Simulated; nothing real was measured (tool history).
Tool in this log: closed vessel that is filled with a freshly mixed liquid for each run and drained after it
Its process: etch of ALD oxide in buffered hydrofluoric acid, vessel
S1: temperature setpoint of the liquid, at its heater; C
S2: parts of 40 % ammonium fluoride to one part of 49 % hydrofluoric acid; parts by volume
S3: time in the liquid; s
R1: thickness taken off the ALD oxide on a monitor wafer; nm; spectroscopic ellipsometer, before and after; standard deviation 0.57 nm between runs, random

Run 1, day 0: S1 20 C, S2 9.5 parts by volume, S3 30 s. Result: R1 28.949 nm.
Run 2, day 0.288: S1 20 C, S2 9.5 parts by volume, S3 30 s. Result: R1 28.744 nm.
Run 3, day 0.562: S1 21.5 C, S2 8.5 parts by volume, S3 30 s. Result: R1 34.549 nm.
Run 4, day 0.596: S1 21.5 C, S2 6 parts by volume, S3 30 s. Result: R1 48.032 nm.
Run 5, day 0.712: S1 21.5 C, S2 6 parts by volume, S3 30 s. Result: R1 47.865 nm.
Run 6, day 1.021: S1 22.5 C, S2 6 parts by volume, S3 30 s. Result: R1 51.205 nm.

Estimate the outcome of run 7 from the log above:
Run 7, day 1.383: S1 23.5 C, S2 6 parts by volume, S3 30 s. Result: R1 ?.

{"run 7": {"R1": 54.379}}

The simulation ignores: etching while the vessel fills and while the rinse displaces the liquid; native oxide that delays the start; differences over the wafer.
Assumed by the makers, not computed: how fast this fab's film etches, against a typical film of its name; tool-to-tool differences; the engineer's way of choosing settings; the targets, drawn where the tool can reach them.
